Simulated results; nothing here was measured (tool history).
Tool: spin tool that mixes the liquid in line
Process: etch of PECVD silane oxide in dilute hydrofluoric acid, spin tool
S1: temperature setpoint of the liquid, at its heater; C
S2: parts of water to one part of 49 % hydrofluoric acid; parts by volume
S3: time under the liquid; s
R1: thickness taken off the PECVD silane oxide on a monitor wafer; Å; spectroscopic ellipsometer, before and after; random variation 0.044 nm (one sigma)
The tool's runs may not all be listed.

run 1 day=0.000 | S1=24.0 S2=130 S3=25 | R1=50.985
run 2 day=0.104 | S1=24.0 S2=110 S3=25 | R1=61.513
run 3 day=0.158 | S1=25.5 S2=110 S3=25 | R1=65.176
run 4 day=0.421 | S1=23.0 S2=110 S3=25 | R1=59.101
run 5 day=0.767 | S1=25.0 S2=110 S3=25 | R1=63.717
run 6 day=1.054 | S1=26.5 S2=110 S3=25 | R1=68.602
run 7 day=1.333 | S1=27.5 S2=110 S3=25 | R1=70.579
run 8 day=1.471 | S1=27.5 S2=110 S3=25 | R1=70.354
run 9 day=1.542 | S1=27.5 S2=110 S3=25 | R1=70.359

The next listed run, before its measurement:
run 10 day=1.621 | S1=28.5 S2=110 S3=25 | R1=?

Run 10 yielded R1 73.639 Å.
